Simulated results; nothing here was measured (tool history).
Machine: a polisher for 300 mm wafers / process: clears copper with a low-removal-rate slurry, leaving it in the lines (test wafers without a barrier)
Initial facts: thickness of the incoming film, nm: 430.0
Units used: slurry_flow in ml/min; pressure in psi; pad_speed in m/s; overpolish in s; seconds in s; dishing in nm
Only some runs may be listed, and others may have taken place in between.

| run | day | slurry_flow | pressure | pad_speed | slurry_solids | overpolish | seconds | dishing |
|---|---|---|---|---|---|---|---|---|
| 1 | 0 | 205 | 3.9 | 1.4 | 1 | 9 | 96.371 | 27.7 |
| 2 | 0.279 | 205 | 3.9 | 1.62 | 1 | 9 | 85.157 | 29.881 |
| 3 | 0.417 | 205 | 4.2 | 1.64 | 1 | 8 | 77.07 | 32.028 |
| 4 | 0.683 | 205 | 4.6 | 1.64 | 1 | 8 | 71.869 | 33.509 |
| 5 | 0.992 | 235 | 4.6 | 1.64 | 1 | 8 | 70.013 | 33.474 |
| 6 | 1.221 | 240 | 4.8 | 1.64 | 1 | 7 | 67.915 | 31.16 |
| 7 | 1.379 | 240 | 5.9 | 1.66 | 1 | 3 | 54.361 | 17.833 |
| 8 | 1.654 | 240 | 5.8 | 1.68 | 1 | 3 | 54.045 | 17.903 |
|  | 1.871 | slurry blender recalibrated |
| 9 | 1.871 | 240 | 5.8 | 1.7 | 1 | 3 | 51.386 | 18.852 |

Estimate the outcome of run 10 from the log above:
| 10 | 2.029 | 240 | 5.7 | 1.7 | 1 | 3 | ? | ? |

seconds: 51.881 s
dishing: 17.91 nm

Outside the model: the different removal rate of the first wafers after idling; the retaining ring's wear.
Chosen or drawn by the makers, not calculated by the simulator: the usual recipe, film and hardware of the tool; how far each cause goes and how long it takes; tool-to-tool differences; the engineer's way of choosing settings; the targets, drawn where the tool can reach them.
